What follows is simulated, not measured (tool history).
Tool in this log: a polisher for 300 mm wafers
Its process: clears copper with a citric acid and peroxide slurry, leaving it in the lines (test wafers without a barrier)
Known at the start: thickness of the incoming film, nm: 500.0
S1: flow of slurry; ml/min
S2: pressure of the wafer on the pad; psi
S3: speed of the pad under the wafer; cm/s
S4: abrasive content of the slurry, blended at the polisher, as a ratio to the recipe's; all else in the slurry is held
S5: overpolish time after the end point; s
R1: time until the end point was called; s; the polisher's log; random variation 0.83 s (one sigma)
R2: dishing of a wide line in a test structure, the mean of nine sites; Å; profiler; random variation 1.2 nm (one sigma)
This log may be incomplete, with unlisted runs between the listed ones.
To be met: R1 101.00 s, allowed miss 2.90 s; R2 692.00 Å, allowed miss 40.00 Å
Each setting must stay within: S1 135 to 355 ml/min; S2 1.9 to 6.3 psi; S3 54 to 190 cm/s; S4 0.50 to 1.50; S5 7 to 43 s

run,hour,S1,S2,S3,S4,S5,R1,R2
1,0.0,225,4.1,122,1.00,22,120.13,535.63
2,1.3,225,4.1,106,1.00,22,134.53,483.40
3,7.0,270,4.1,106,1.00,22,134.56,499.09
4,8.0,270,4.1,92,1.00,22,152.69,435.23
5,15.7,270,4.1,92,1.00,15,154.17,315.53
6,17.7,295,4.1,92,1.00,15,154.14,327.58
7,21.3,295,4.6,92,1.00,18,139.96,396.74
8,27.7,295,4.6,92,1.00,18,140.05,396.84
9,28.8,295,5.0,96,1.00,20,126.93,484.37
10,37.4,295,5.4,98,1.00,21,118.19,510.91
11,46.3,295,5.6,100,1.00,23,114.26,599.07
12,51.3,295,5.8,102,1.00,23,108.81,589.02
13,60.0,295,5.9,102,1.00,24,106.26,620.47
14,67.4,295,6.0,102,1.00,25,106.53,659.61
15,69.7,295,6.1,102,1.00,25,104.58,675.66
16,78.4,295,6.1,102,1.00,25,103.50,666.67

Exercise: of the 5 proposed moves below, exactly one satisfies all targets within the stated allowed misses. Which move is it?
A,87.1,305,6.3,96,1.00,24,?,?
B,87.1,300,6.1,98,1.05,28,?,?
C,87.1,310,5.9,110,0.95,23,?,?
D,87.1,230,5.5,134,0.60,27,?,?
E,87.1,285,5.9,102,1.00,30,?,?

move,R1,R2
A,107.99,609.07
B,107.24,682.23
C,100.76,619.15
D,100.97,689.38
E,107.49,712.71
A: the biggest miss grows against the last run
B: the biggest miss grows against the last run
C: the furthest-off result lands on target, but another misses its tolerance
D: each result inside its tolerance
E: the biggest miss grows against the last run
So the answer is move D, the one that meets all the targets.
